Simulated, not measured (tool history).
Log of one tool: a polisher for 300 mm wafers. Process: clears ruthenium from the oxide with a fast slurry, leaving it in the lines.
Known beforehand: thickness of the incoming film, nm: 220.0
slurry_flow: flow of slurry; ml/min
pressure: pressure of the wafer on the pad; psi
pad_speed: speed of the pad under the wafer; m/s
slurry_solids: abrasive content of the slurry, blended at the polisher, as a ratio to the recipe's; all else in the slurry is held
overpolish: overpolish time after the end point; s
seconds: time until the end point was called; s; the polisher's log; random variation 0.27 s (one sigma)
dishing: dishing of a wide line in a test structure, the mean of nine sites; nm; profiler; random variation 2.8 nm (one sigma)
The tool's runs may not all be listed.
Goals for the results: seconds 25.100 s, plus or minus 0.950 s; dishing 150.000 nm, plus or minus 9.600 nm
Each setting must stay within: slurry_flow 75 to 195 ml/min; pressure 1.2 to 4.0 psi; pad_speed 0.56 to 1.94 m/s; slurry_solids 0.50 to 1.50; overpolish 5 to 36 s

run	hour	slurry_flow	pressure	pad_speed	slurry_solids	overpolish	seconds	dishing
1	0.0	125	2.6	1.24	1.00	18	43.143	68.555
2	1.8	150	2.6	1.24	1.00	18	42.688	69.752
3	7.5	150	2.8	1.24	1.00	19	40.016	80.106
4	9.2	120	2.8	1.24	1.00	19	41.286	72.191
5	14.9	125	3.0	1.26	1.00	20	38.161	81.768
6	22.8	130	3.1	1.28	1.00	21	36.040	88.998
7	27.5	140	3.8	1.30	1.00	27	29.025	126.580
8	36.5	140	3.8	1.32	1.00	27	27.988	129.830
9	39.9	145	3.9	1.34	1.00	28	26.609	138.670
10	48.5	150	4.0	1.34	1.00	29	26.006	140.010

Which single option among these 5 for the next run brings every result within its allowed miss of target? Just one does.
A	57.1	175	3.6	1.44	1.30	21	?	?
B	57.1	140	3.0	1.60	1.15	28	?	?
C	57.1	145	4.0	1.36	1.10	30	?	?
D	57.1	155	4.0	1.38	1.00	25	?	?
E	57.1	145	4.0	1.52	1.00	22	?	?

move	seconds	dishing
A	23.931	120.530
B	27.933	131.410
C	24.980	146.470
D	25.284	130.270
E	23.260	126.620
A: the biggest miss grows against the last run
B: the biggest miss grows against the last run
C: hits every target within its allowed miss
D: the biggest miss grows against the last run
E: the biggest miss grows against the last run
The right move is C.
